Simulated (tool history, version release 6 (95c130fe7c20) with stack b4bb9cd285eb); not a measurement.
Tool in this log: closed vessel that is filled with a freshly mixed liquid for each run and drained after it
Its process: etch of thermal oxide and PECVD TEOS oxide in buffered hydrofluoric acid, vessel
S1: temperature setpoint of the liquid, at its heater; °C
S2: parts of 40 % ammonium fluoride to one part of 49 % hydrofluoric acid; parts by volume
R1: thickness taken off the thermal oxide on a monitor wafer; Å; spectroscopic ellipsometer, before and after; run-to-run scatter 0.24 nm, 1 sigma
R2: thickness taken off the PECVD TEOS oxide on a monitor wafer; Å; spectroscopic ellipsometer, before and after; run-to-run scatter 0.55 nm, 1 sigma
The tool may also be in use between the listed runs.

run 1 day=0 | S1=21 S2=8.5 time_in_the_liquid_(s)=60 | R1=731.3 R2=1215.5
run 2 day=0.292 | S1=20.5 S2=8.5 time_in_the_liquid_(s)=60 | R1=708.9 R2=1179.7
run 3 day=0.571 | S1=19 S2=8.5 time_in_the_liquid_(s)=60 | R1=651.18 R2=1092.3
run 4 day=0.938 | S1=19 S2=6 time_in_the_liquid_(s)=60 | R1=921.95 R2=1533.6
run 5 day=1.229 | S1=17 S2=6 time_in_the_liquid_(s)=60 | R1=816.72 R2=1369.8
run 6 day=1.596 | S1=17 S2=6.5 time_in_the_liquid_(s)=60 | R1=762.43 R2=1282.6

Expected results for the next run?
run 7 day=1.892 | S1=17 S2=7 time_in_the_liquid_(s)=60 | R1=? R2=?

Run 7 yielded R1 717.73 Å, R2 1194.6 Å.

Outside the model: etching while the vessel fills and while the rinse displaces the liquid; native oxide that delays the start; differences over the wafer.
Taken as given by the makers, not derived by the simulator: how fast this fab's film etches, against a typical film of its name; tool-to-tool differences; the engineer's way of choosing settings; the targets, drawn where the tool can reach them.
